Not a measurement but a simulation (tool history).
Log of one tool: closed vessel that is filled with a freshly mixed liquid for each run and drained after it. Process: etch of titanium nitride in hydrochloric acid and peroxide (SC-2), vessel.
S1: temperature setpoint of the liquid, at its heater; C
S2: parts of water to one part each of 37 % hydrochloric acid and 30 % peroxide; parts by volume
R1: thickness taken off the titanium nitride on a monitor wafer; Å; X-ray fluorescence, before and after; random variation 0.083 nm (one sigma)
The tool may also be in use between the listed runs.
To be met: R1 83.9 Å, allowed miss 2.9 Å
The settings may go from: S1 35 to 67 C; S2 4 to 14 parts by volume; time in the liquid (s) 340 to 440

{"run": 1, "hour": 0.0, "S1": 51, "S2": 7.5, "time in the liquid (s)": 440, "R1": 132.15}
{"run": 2, "hour": 3.6, "S1": 46, "S2": 7.5, "time in the liquid (s)": 440, "R1": 94.402}
{"run": 3, "hour": 7.0, "S1": 45.5, "S2": 7.5, "time in the liquid (s)": 440, "R1": 91.194}
{"run": 4, "hour": 10.2, "S1": 45.5, "S2": 10.5, "time in the liquid (s)": 440, "R1": 69.298}
{"run": 5, "hour": 15.7, "S1": 45.5, "S2": 10.5, "time in the liquid (s)": 440, "R1": 69.509}
{"run": 6, "hour": 17.8, "S1": 45.5, "S2": 10.5, "time in the liquid (s)": 340, "R1": 53.806}
{"run": 7, "hour": 25.6, "S1": 47, "S2": 10.5, "time in the liquid (s)": 340, "R1": 59.185}
{"run": 8, "hour": 31.5, "S1": 53.5, "S2": 10.5, "time in the liquid (s)": 340, "R1": 93.628}
{"run": 9, "hour": 40.3, "S1": 53, "S2": 10.5, "time in the liquid (s)": 340, "R1": 87.518}

4 next moves are on the table. One of them brings every result within its allowed miss. Which?
{"run": "A", "hour": 49.1, "S1": 51.5, "S2": 12.5, "time in the liquid (s)": 440, "R1": "?"}
{"run": "B", "hour": 49.1, "S1": 52, "S2": 11, "time in the liquid (s)": 355, "R1": "?"}
{"run": "C", "hour": 49.1, "S1": 48, "S2": 8.5, "time in the liquid (s)": 405, "R1": "?"}
{"run": "D", "hour": 49.1, "S1": 50.5, "S2": 8.5, "time in the liquid (s)": 355, "R1": "?"}

move=A R1=89.972
move=B R1=83.681
move=C R1=90.527
move=D R1=93.817
A: further off than the last run
B: meets every target
C: further off than the last run
D: further off than the last run
Move B is the one to make.
